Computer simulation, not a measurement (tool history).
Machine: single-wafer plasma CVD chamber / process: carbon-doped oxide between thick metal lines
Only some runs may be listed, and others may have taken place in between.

run,day,heater temperature setpoint (°C),chamber pressure (Torr),RF power (kW),deposition time (s),mean film thickness on the monitor wafer (angstrom)
1,0,355,4.94,0.62,202,11569
2,0.333,357,4.57,0.61,202,11206
3,0.558,357,4.21,0.61,202,11066
4,0.625,349,4.21,0.61,202,11246
5,0.983,349,4.84,0.61,202,11560
6,1.075,355,4.84,0.61,202,11396
7,1.125,355,4.84,0.61,202,11405

Run 8 comes next. What will it give?
8,1.379,357,4.52,0.605,202,?

Run 8 came out at mean film thickness on the monitor wafer (angstrom) 11082.

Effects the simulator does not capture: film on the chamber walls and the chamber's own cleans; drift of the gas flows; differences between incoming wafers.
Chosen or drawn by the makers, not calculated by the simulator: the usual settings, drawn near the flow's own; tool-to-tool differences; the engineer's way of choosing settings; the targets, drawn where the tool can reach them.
